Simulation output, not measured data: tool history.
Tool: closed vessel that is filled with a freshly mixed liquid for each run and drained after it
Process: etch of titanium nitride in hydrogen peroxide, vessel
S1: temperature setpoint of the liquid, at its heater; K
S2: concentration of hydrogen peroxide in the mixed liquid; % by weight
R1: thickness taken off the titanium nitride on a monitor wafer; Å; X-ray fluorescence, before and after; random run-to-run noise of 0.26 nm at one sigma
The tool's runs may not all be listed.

Run 1, day 0: S1 323.15 K, S2 26 % by weight, time in the liquid (s) 960. Result: R1 240.3 Å.
Run 2, day 0.338: S1 329.65 K, S2 26 % by weight, time in the liquid (s) 960. Result: R1 378.86 Å.
Run 3, day 0.421: S1 324.15 K, S2 26 % by weight, time in the liquid (s) 960. Result: R1 256.06 Å.
Run 4, day 0.792: S1 324.15 K, S2 21.5 % by weight, time in the liquid (s) 960. Result: R1 246.26 Å.
Run 5, day 1.129: S1 324.15 K, S2 16 % by weight, time in the liquid (s) 960. Result: R1 230.84 Å.
Run 6, day 1.392: S1 324.15 K, S2 21.5 % by weight, time in the liquid (s) 960. Result: R1 246.52 Å.
Run 7, day 1.704: S1 326.15 K, S2 21.5 % by weight, time in the liquid (s) 960. Result: R1 284.87 Å.

Estimate the outcome of run 8 from the log above:
Run 8, day 1.967: S1 327.65 K, S2 21.5 % by weight, time in the liquid (s) 960. Result: R1 ?.

Run 8 measured R1 317.8 Å.
